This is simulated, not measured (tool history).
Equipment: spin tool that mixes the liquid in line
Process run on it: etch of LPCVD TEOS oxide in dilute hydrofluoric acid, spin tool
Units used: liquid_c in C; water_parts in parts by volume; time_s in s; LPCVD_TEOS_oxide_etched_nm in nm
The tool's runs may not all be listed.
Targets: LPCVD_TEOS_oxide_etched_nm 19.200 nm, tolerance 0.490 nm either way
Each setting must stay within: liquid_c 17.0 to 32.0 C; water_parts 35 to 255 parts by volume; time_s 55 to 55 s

run 1 hour=0.0 | liquid_c=24.0 water_parts=145 time_s=55 | LPCVD_TEOS_oxide_etched_nm=10.721
run 2 hour=6.1 | liquid_c=25.0 water_parts=140 time_s=55 | LPCVD_TEOS_oxide_etched_nm=11.622
run 3 hour=7.4 | liquid_c=27.5 water_parts=140 time_s=55 | LPCVD_TEOS_oxide_etched_nm=12.740
run 4 hour=8.6 | liquid_c=28.0 water_parts=135 time_s=55 | LPCVD_TEOS_oxide_etched_nm=13.650
run 5 hour=16.3 | liquid_c=28.0 water_parts=155 time_s=55 | LPCVD_TEOS_oxide_etched_nm=11.639
run 6 hour=24.6 | liquid_c=29.5 water_parts=155 time_s=55 | LPCVD_TEOS_oxide_etched_nm=12.195
run 7 hour=25.4 | liquid_c=30.0 water_parts=150 time_s=55 | LPCVD_TEOS_oxide_etched_nm=12.808
run 8 hour=32.8 | liquid_c=30.0 water_parts=145 time_s=55 | LPCVD_TEOS_oxide_etched_nm=13.372
run 9 hour=34.4 | liquid_c=30.0 water_parts=140 time_s=55 | LPCVD_TEOS_oxide_etched_nm=13.962
run 10 hour=39.3 | liquid_c=30.0 water_parts=135 time_s=55 | LPCVD_TEOS_oxide_etched_nm=14.693
run 11 hour=45.7 | liquid_c=31.0 water_parts=120 time_s=55 | LPCVD_TEOS_oxide_etched_nm=17.300
run 12 hour=49.3 | liquid_c=32.0 water_parts=110 time_s=55 | LPCVD_TEOS_oxide_etched_nm=19.818

Below are 5 possible settings for the next run. Only one of them brings all results inside the allowed miss of their targets. Which is it?
run A hour=52.9 | liquid_c=32.0 water_parts=120 time_s=55 | LPCVD_TEOS_oxide_etched_nm=?
run B hour=52.9 | liquid_c=31.5 water_parts=105 time_s=55 | LPCVD_TEOS_oxide_etched_nm=?
run C hour=52.9 | liquid_c=31.0 water_parts=115 time_s=55 | LPCVD_TEOS_oxide_etched_nm=?
run D hour=52.9 | liquid_c=27.5 water_parts=90 time_s=55 | LPCVD_TEOS_oxide_etched_nm=?
run E hour=52.9 | liquid_c=29.5 water_parts=105 time_s=55 | LPCVD_TEOS_oxide_etched_nm=?

move=A LPCVD_TEOS_oxide_etched_nm=17.957
move=B LPCVD_TEOS_oxide_etched_nm=20.592
move=C LPCVD_TEOS_oxide_etched_nm=18.197
move=D LPCVD_TEOS_oxide_etched_nm=21.097
move=E LPCVD_TEOS_oxide_etched_nm=19.118
A: carries the result that was furthest off beyond its target, to the other side
B: moves away from the targets compared with the last run
C: carries the result that was furthest off beyond its target, to the other side
D: moves away from the targets compared with the last run
E: in spec on every target
E is the move that brings every result within its allowed miss.
